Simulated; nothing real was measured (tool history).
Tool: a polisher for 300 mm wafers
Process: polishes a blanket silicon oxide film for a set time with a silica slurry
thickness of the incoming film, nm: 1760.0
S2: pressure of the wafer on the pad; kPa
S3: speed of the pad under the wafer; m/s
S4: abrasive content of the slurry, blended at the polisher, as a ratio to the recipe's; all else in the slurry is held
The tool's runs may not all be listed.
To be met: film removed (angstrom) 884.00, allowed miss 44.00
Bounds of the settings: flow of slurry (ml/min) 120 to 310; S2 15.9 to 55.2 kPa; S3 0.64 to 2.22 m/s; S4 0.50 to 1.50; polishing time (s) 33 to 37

Run 1, day 0.000: flow of slurry (ml/min) 200, S2 35.2 kPa, S3 1.42 m/s, S4 1.00, polishing time (s) 37. Result: film removed (angstrom) 1579.20.
Run 2, day 0.046: flow of slurry (ml/min) 200, S2 31.7 kPa, S3 1.40 m/s, S4 1.00, polishing time (s) 37. Result: film removed (angstrom) 1386.90.
Run 3, day 0.246: flow of slurry (ml/min) 220, S2 31.7 kPa, S3 1.40 m/s, S4 1.00, polishing time (s) 37. Result: film removed (angstrom) 1447.30.
Run 4, day 0.488: flow of slurry (ml/min) 215, S2 29.0 kPa, S3 1.38 m/s, S4 1.00, polishing time (s) 37. Result: film removed (angstrom) 1308.00.
Run 5, day 0.833: flow of slurry (ml/min) 215, S2 29.0 kPa, S3 1.38 m/s, S4 1.00, polishing time (s) 37. Result: film removed (angstrom) 1306.20.
Run 6, day 0.942: flow of slurry (ml/min) 210, S2 26.9 kPa, S3 1.38 m/s, S4 1.00, polishing time (s) 37. Result: film removed (angstrom) 1185.60.
Run 7, day 1.154: flow of slurry (ml/min) 195, S2 17.9 kPa, S3 1.34 m/s, S4 1.00, polishing time (s) 37. Result: film removed (angstrom) 790.95.
Run 8, day 1.500: flow of slurry (ml/min) 200, S2 17.9 kPa, S3 1.34 m/s, S4 1.00, polishing time (s) 37. Result: film removed (angstrom) 802.03.
Run 9, day 1.871: flow of slurry (ml/min) 205, S2 17.9 kPa, S3 1.34 m/s, S4 1.00, polishing time (s) 37. Result: film removed (angstrom) 802.50.
Run 10, day 1.996: flow of slurry (ml/min) 210, S2 17.9 kPa, S3 1.34 m/s, S4 1.00, polishing time (s) 37. Result: film removed (angstrom) 815.33.
Run 11, day 2.112: flow of slurry (ml/min) 215, S2 17.9 kPa, S3 1.34 m/s, S4 1.00, polishing time (s) 37. Result: film removed (angstrom) 798.13.
Run 12, day 2.462: flow of slurry (ml/min) 215, S2 18.6 kPa, S3 1.34 m/s, S4 1.00, polishing time (s) 37. Result: film removed (angstrom) 836.81.

Which of these 4 next moves meets every target?
Run A, day 2.812: flow of slurry (ml/min) 220, S2 17.2 kPa, S3 1.44 m/s, S4 0.85, polishing time (s) 37. Result: film removed (angstrom) ?.
Run B, day 2.812: flow of slurry (ml/min) 230, S2 19.3 kPa, S3 1.14 m/s, S4 1.00, polishing time (s) 37. Result: film removed (angstrom) ?.
Run C, day 2.812: flow of slurry (ml/min) 195, S2 17.2 kPa, S3 1.48 m/s, S4 1.00, polishing time (s) 36. Result: film removed (angstrom) ?.
Run D, day 2.812: flow of slurry (ml/min) 205, S2 19.3 kPa, S3 1.44 m/s, S4 1.00, polishing time (s) 36. Result: film removed (angstrom) ?.

move  film removed (angstrom)
   A                   780.41
   B                   777.67
   C                   801.54
   D                   880.88
A: further off than the last run
B: further off than the last run
C: further off than the last run
D: meets every target
Answer: D

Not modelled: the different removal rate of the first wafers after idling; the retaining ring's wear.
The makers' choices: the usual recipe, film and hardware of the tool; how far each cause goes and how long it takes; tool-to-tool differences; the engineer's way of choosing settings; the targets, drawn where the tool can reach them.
